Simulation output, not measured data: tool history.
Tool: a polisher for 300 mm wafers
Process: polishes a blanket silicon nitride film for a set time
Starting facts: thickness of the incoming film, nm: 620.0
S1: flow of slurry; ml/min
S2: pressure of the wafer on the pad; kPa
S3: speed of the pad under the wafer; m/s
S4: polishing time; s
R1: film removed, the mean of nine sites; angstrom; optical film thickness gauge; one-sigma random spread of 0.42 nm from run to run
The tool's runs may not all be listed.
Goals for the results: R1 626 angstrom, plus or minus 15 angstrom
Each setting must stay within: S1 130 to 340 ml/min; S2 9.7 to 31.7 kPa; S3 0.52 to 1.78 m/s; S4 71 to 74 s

| run | hour | S1 | S2 | S3 | S4 | R1 |
|---|---|---|---|---|---|---|
| 1 | 0 | 220 | 20.7 | 1.14 | 71 | 928.28 |
| 2 | 1.3 | 215 | 18.6 | 1.14 | 71 | 837.64 |
| 3 | 3.2 | 215 | 16.5 | 1.14 | 71 | 753.12 |
| 4 | 4.8 | 210 | 15.9 | 1.14 | 71 | 726.4 |
| 5 | 7.6 | 235 | 15.9 | 1.14 | 71 | 730.44 |
| 6 | 9.8 | 235 | 15.9 | 1.38 | 71 | 848.73 |
| 7 | 14.8 | 205 | 10.3 | 1.36 | 71 | 544.9 |
| 8 | 16.8 | 225 | 10.3 | 1.36 | 71 | 557.15 |

4 next moves are on the table. One of them brings every result within its allowed miss. Which?
| A | 18.8 | 245 | 11 | 1.38 | 74 | ? |
| B | 18.8 | 225 | 13.8 | 1.2 | 72 | ? |
| C | 18.8 | 220 | 11 | 1.52 | 74 | ? |
| D | 18.8 | 175 | 14.5 | 1.12 | 74 | ? |

| move | R1 |
|---|---|
| A | 628.44 |
| B | 669.5 |
| C | 670.65 |
| D | 659.98 |
A: hits every target within its allowed miss
B: takes the result that was furthest off past its target
C: takes the result that was furthest off past its target
D: takes the result that was furthest off past its target
Move A is the one to make.
